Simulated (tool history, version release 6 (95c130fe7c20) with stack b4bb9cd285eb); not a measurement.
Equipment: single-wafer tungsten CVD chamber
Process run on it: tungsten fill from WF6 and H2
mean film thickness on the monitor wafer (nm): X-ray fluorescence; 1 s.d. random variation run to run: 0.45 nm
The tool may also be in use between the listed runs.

| run | hour | heater temperature setpoint (deg C) | chamber pressure (mTorr) | deposition time (s) | mean film thickness on the monitor wafer (nm) |
|---|---|---|---|---|---|
| 1 | 0.0 | 395 | 43900 | 17.5 | 57.168 |
| 2 | 6.7 | 387 | 43900 | 17.5 | 48.395 |
| 3 | 9.8 | 389 | 44000 | 17.5 | 50.865 |
| 4 | 12.2 | 391 | 44100 | 17.5 | 52.519 |
| 5 | 20.3 | 391 | 44100 | 17.5 | 52.858 |
|  | 24.2 | capacitance manometer re-zeroed and calibrated |
| 6 | 24.2 | 391 | 44100 | 16.6 | 52.506 |
| 7 | 25.4 | 393 | 44200 | 16.6 | 53.434 |
| 8 | 26.7 | 395 | 44300 | 16.6 | 55.657 |
| 9 | 35.2 | 397 | 44400 | 16.6 | 58.347 |
| 10 | 42.4 | 398 | 44500 | 16.6 | 59.953 |
| 11 | 50.1 | 399 | 44600 | 16.6 | 60.475 |
| 12 | 56.9 | 400 | 44700 | 16.6 | 62.604 |

Estimate the outcome of run 13 from the log above:
| 13 | 57.6 | 401 | 44700 | 16.6 | ? |

mean film thickness on the monitor wafer (nm): 62.770
